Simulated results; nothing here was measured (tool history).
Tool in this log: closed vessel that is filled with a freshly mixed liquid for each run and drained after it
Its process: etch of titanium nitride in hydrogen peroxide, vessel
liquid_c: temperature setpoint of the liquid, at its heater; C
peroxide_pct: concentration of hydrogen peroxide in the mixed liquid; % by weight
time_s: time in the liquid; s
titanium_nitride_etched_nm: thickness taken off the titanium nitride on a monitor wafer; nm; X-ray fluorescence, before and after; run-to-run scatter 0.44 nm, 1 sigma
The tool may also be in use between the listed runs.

run 1 day=0 | liquid_c=45 peroxide_pct=19.5 time_s=1405 | titanium_nitride_etched_nm=70.115
run 2 day=0.196 | liquid_c=45 peroxide_pct=19.5 time_s=1505 | titanium_nitride_etched_nm=75.626
run 3 day=0.562 | liquid_c=45 peroxide_pct=23.5 time_s=1505 | titanium_nitride_etched_nm=78.635
run 4 day=0.629 | liquid_c=45 peroxide_pct=26.5 time_s=1505 | titanium_nitride_etched_nm=80.638
run 5 day=0.758 | liquid_c=46.5 peroxide_pct=26.5 time_s=1505 | titanium_nitride_etched_nm=89.445
run 6 day=1.083 | liquid_c=47.5 peroxide_pct=26.5 time_s=1505 | titanium_nitride_etched_nm=97.099
run 7 day=1.396 | liquid_c=48 peroxide_pct=26.5 time_s=1505 | titanium_nitride_etched_nm=100.24

Estimate the outcome of run 8 from the log above:
run 8 day=1.633 | liquid_c=48.5 peroxide_pct=26.5 time_s=1505 | titanium_nitride_etched_nm=?

{"run 8": {"titanium_nitride_etched_nm": 103.69}}
